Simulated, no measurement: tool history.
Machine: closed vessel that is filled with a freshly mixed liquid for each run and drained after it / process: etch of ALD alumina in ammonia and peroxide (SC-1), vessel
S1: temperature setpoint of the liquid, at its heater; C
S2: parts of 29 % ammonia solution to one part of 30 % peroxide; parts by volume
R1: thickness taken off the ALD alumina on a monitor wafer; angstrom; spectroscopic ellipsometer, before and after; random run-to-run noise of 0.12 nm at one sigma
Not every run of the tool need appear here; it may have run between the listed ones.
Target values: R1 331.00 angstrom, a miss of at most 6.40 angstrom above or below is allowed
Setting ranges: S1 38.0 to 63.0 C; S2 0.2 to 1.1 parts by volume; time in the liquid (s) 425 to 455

Run 1, hour 0.0: S1 47.0 C, S2 0.6 parts by volume, time in the liquid (s) 425. Result: R1 193.03 angstrom.
Run 2, hour 2.3: S1 48.0 C, S2 0.6 parts by volume, time in the liquid (s) 425. Result: R1 203.72 angstrom.
Run 3, hour 7.5: S1 49.0 C, S2 0.6 parts by volume, time in the liquid (s) 425. Result: R1 216.77 angstrom.
Run 4, hour 11.3: S1 52.5 C, S2 0.6 parts by volume, time in the liquid (s) 425. Result: R1 262.51 angstrom.
Run 5, hour 16.9: S1 52.5 C, S2 0.6 parts by volume, time in the liquid (s) 425. Result: R1 260.57 angstrom.
Run 6, hour 22.0: S1 52.5 C, S2 0.7 parts by volume, time in the liquid (s) 425. Result: R1 266.01 angstrom.
Run 7, hour 26.9: S1 53.0 C, S2 0.7 parts by volume, time in the liquid (s) 425. Result: R1 272.62 angstrom.
Run 8, hour 31.7: S1 53.5 C, S2 0.7 parts by volume, time in the liquid (s) 425. Result: R1 280.64 angstrom.
Run 9, hour 38.0: S1 54.0 C, S2 0.7 parts by volume, time in the liquid (s) 425. Result: R1 288.45 angstrom.
Run 10, hour 39.4: S1 54.5 C, S2 0.7 parts by volume, time in the liquid (s) 425. Result: R1 295.50 angstrom.

Next run, 4 choices. One meets every target within its allowed miss, the rest don't. Which?
Run A, hour 40.8: S1 57.0 C, S2 0.5 parts by volume, time in the liquid (s) 450. Result: R1 ?.
Run B, hour 40.8: S1 57.5 C, S2 0.6 parts by volume, time in the liquid (s) 435. Result: R1 ?.
Run C, hour 40.8: S1 56.0 C, S2 0.7 parts by volume, time in the liquid (s) 455. Result: R1 ?.
Run D, hour 40.8: S1 55.5 C, S2 0.6 parts by volume, time in the liquid (s) 455. Result: R1 ?.

move      R1
   A  347.47
   B  350.79
   C  344.13
   D  330.29
A: carries the result that was furthest off beyond its target, to the other side
B: carries the result that was furthest off beyond its target, to the other side
C: carries the result that was furthest off beyond its target, to the other side
D: each result inside its tolerance
Move D is the one to make.
